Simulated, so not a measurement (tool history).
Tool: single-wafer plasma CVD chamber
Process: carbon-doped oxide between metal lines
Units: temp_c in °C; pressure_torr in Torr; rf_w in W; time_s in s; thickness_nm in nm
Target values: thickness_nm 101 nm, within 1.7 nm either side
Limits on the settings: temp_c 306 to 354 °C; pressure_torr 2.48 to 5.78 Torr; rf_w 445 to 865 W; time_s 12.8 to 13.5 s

| run | hour | temp_c | pressure_torr | rf_w | time_s | thickness_nm |
|---|---|---|---|---|---|---|
| 1 | 0 | 330 | 4.13 | 655 | 13.5 | 87.353 |
| 2 | 0.7 | 325 | 4.13 | 655 | 13.5 | 88.744 |
| 3 | 2.6 | 325 | 4.13 | 655 | 13.5 | 89.135 |
| 4 | 9.1 | 323 | 4.25 | 660 | 13.5 | 90.549 |
| 5 | 13.2 | 313 | 4.25 | 660 | 13.5 | 94.446 |
| 6 | 20 | 313 | 4.25 | 695 | 13.5 | 96.898 |
| 7 | 24.8 | 312 | 4.29 | 695 | 13.5 | 97.729 |
| 8 | 25.7 | 311 | 4.32 | 695 | 13.5 | 98.638 |
| 9 | 31.7 | 311 | 4.34 | 695 | 13.5 | 98.319 |
| 10 | 33.5 | 311 | 4.36 | 695 | 13.5 | 98.252 |

Consider the 5 candidate settings below. Which is the only one whose results all fall within their allowed miss of target?
| A | 35.3 | 313 | 4.45 | 775 | 13.5 | ? |
| B | 35.3 | 314 | 4.64 | 685 | 12.8 | ? |
| C | 35.3 | 309 | 4.64 | 750 | 13 | ? |
| D | 35.3 | 306 | 3.96 | 775 | 13.5 | ? |
| E | 35.3 | 312 | 4.41 | 695 | 13.1 | ? |

| move | thickness_nm |
|---|---|
| A | 103.22 |
| B | 92.006 |
| C | 100.17 |
| D | 104.69 |
| E | 94.939 |
A: carries the result that was furthest off beyond its target, to the other side
B: lands further from the targets than the last run did
C: meets every target
D: carries the result that was furthest off beyond its target, to the other side
E: lands further from the targets than the last run did
The right move is C.

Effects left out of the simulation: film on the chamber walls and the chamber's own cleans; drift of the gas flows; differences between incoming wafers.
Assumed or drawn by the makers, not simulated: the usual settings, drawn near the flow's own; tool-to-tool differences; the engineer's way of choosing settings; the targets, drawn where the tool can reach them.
